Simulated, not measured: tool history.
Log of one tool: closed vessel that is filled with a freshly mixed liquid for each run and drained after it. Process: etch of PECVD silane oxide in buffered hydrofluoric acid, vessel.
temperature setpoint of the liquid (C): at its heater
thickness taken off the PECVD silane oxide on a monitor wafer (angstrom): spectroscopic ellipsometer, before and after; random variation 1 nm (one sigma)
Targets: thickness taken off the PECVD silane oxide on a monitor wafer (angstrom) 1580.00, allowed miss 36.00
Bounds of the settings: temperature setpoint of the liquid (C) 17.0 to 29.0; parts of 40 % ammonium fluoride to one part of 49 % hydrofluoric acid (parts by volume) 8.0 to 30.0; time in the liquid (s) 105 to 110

| run | hour | temperature setpoint of the liquid (C) | parts of 40 % ammonium fluoride to one part of 49 % hydrofluoric acid (parts by volume) | time in the liquid (s) | thickness taken off the PECVD silane oxide on a monitor wafer (angstrom) |
|---|---|---|---|---|---|
| 1 | 0.0 | 21.0 | 22.5 | 105 | 694.56 |
| 2 | 4.2 | 21.0 | 22.5 | 110 | 725.18 |
| 3 | 5.4 | 23.5 | 19.5 | 110 | 928.04 |
| 4 | 8.0 | 27.0 | 19.5 | 110 | 1135.60 |
| 5 | 13.5 | 29.0 | 19.5 | 110 | 1256.00 |
| 6 | 22.2 | 29.0 | 17.5 | 110 | 1395.60 |
| 7 | 27.4 | 29.0 | 16.5 | 110 | 1485.60 |
| 8 | 29.6 | 29.0 | 16.0 | 110 | 1526.70 |
| 9 | 37.7 | 29.0 | 15.0 | 110 | 1617.50 |

Which of these 4 next moves meets every target?
| A | 45.8 | 27.5 | 14.5 | 105 | ? |
| B | 45.8 | 27.5 | 13.5 | 105 | ? |
| C | 45.8 | 26.0 | 11.5 | 105 | ? |
| D | 45.8 | 29.0 | 14.5 | 110 | ? |

| move | thickness taken off the PECVD silane oxide on a monitor wafer (angstrom) |
|---|---|
| A | 1493.50 |
| B | 1601.90 |
| C | 1728.90 |
| D | 1694.50 |
A: takes the result that was furthest off past its target
B: meets every target
C: further off than the last run
D: further off than the last run
Move B is the one to make.
